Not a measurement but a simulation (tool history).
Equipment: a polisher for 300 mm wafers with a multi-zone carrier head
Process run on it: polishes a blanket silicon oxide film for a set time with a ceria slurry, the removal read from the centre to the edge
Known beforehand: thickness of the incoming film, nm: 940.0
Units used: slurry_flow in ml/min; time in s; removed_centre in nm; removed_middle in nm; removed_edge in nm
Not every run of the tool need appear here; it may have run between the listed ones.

| run | hour | slurry_flow | centre_zone | middle_zone | edge_zone | time | removed_centre | removed_middle | removed_edge |
|---|---|---|---|---|---|---|---|---|---|
| 1 | 0 | 275 | 1 | 1 | 1 | 31 | 131.93 | 128.94 | 136.85 |
| 2 | 3.4 | 240 | 0.99 | 0.98 | 0.94 | 26 | 109.07 | 104.81 | 111.69 |
| 3 | 9.9 | 240 | 0.99 | 0.98 | 0.94 | 33 | 140.84 | 134.03 | 142.07 |
| 4 | 15.2 | 240 | 0.99 | 0.98 | 1 | 33 | 139.45 | 138.74 | 143.09 |
| 5 | 19 | 240 | 0.99 | 0.98 | 1 | 27 | 117.27 | 112.62 | 118.08 |
| 6 | 19.8 | 240 | 0.93 | 0.98 | 1 | 27 | 105.03 | 112.19 | 117.25 |
| 7 | 22.9 | 215 | 0.94 | 0.98 | 0.94 | 23 | 90.982 | 93.179 | 97.5 |
| 8 | 24.7 | 215 | 0.96 | 0.99 | 0.84 | 14 | 55.918 | 58.088 | 56.102 |
| 9 | 32.6 | 220 | 0.98 | 0.99 | 0.88 | 14 | 58.275 | 57.343 | 56.792 |
| 10 | 36.6 | 220 | 0.98 | 1.01 | 0.94 | 14 | 57.725 | 58.063 | 59.216 |
| 11 | 37.1 | 230 | 0.98 | 1 | 0.94 | 15 | 63.184 | 62.166 | 62.477 |
| 12 | 37.6 | 250 | 0.97 | 0.99 | 0.96 | 15 | 62.618 | 63.557 | 64.134 |
| 13 | 40.2 | 270 | 0.98 | 0.98 | 0.97 | 15 | 63.188 | 63.905 | 64.517 |
| 14 | 46.9 | 280 | 0.99 | 0.97 | 0.98 | 15 | 63.837 | 61.498 | 65.783 |
| 15 | 53.8 | 280 | 1 | 0.99 | 1 | 15 | 65.695 | 63.03 | 65.582 |
| 16 | 58 | 280 | 1 | 1 | 1.02 | 15 | 65.536 | 64.776 | 67.854 |

Estimate the outcome of run 17 from the log above:
| 17 | 60.3 | 280 | 1.02 | 1.02 | 1.02 | 15 | ? | ? | ? |

Run 17 produced removed_centre 65.714 nm, removed_middle 64.938 nm, removed_edge 66.703 nm.
